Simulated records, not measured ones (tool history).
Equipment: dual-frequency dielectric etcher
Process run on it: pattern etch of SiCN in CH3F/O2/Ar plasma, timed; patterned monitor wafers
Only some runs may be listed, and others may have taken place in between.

| run | day | source power (kW) | bias power (kW) | etch time (s) | mean etch depth across the wafer (angstrom) |
|---|---|---|---|---|---|
| 1 | 0 | 0.53 | 0.099 | 97.5 | 452.78 |
| 2 | 0.329 | 0.57 | 0.101 | 97.5 | 464.36 |
| 3 | 0.412 | 0.6 | 0.105 | 97.5 | 483.57 |
| 4 | 0.496 | 0.63 | 0.106 | 97.5 | 489.92 |
| 5 | 0.854 | 0.63 | 0.096 | 97.5 | 480.27 |
| 6 | 1.033 | 0.65 | 0.099 | 97.5 | 491.05 |
| 7 | 1.121 | 0.67 | 0.101 | 97.5 | 500.58 |

Run 8 is up next; what results do you expect?
| 8 | 1.2 | 0.68 | 0.102 | 97.5 | ? |

Run 8 produced mean etch depth across the wafer (angstrom) 499.85.
